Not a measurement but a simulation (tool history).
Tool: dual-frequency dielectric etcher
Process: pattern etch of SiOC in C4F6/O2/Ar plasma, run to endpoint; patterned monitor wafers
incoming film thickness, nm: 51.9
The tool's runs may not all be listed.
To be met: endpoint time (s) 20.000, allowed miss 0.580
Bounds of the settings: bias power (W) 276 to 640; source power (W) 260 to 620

run,day,bias power (W),source power (W),endpoint time (s)
1,0.000,458,440,16.001
2,0.062,425,420,16.884
3,0.350,425,480,16.088
4,0.438,386,480,16.711
5,0.638,362,460,17.475
6,0.858,344,450,17.949
7,1.179,276,380,21.159
8,1.267,285,380,20.983
9,1.496,292,380,20.431

Which of these 4 next moves meets every target?
A,1.725,286,370,?
B,1.725,276,380,?
C,1.725,325,360,?
D,1.725,327,420,?

move,endpoint time (s)
A,21.029
B,21.164
C,20.054
D,18.923
A: further off than the last run
B: further off than the last run
C: meets every target
D: takes the result that was furthest off past its target
The right move is C.
